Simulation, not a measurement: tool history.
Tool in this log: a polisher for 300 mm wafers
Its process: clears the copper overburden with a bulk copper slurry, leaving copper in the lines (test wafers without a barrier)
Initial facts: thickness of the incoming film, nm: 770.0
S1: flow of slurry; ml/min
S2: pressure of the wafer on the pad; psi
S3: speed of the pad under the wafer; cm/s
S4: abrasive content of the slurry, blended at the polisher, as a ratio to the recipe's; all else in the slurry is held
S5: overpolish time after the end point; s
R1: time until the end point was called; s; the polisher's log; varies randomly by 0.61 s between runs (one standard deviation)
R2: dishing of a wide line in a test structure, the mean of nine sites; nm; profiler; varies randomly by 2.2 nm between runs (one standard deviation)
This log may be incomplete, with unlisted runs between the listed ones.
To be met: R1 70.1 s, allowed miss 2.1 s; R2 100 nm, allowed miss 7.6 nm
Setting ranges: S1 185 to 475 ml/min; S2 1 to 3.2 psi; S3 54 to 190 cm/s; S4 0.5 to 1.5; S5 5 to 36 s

run,hour,S1,S2,S3,S4,S5,R1,R2
1,0,305,2.1,122,1,18,123.34,67.042
2,2.7,305,2.2,122,1,18,116.77,69.775
3,5.4,305,2.3,122,1,18,111.67,72.872
4,8.3,305,2.3,122,1,10,111.53,48.897
5,12.9,305,2.3,104,1,10,130.48,45.648
6,18.2,305,2.3,104,0.9,10,131.39,44.224
7,25.2,310,2.4,106,0.9,11,124.6,50.045
8,29.7,310,2.5,110,0.9,12,116.5,54.842
9,34.5,310,2.6,114,0.9,13,108.65,61.4
10,40.3,315,3.2,140,0.9,17,74.378,92.255
11,47.7,315,3.2,142,0.9,17,71.643,91.382

Exercise: of the 5 proposed moves below, exactly one satisfies all targets within the stated allowed misses. Which move is it?
A,55.1,310,3.2,148,0.8,12,?,?
B,55.1,310,3.1,138,1,18,?,?
C,55.1,265,3,154,0.7,17,?,?
D,55.1,320,3.2,158,0.8,12,?,?
E,55.1,230,3.2,154,0.7,20,?,?

move,R1,R2
A,70.59,75.704
B,74.874,89.739
C,74.676,87.267
D,66.273,78.398
E,70.774,96.123
A: its largest miss is bigger than the last run's
B: its largest miss is bigger than the last run's
C: its largest miss is bigger than the last run's
D: its largest miss is bigger than the last run's
E: every result within its allowed miss
So the answer is move E, the one that meets all the targets.
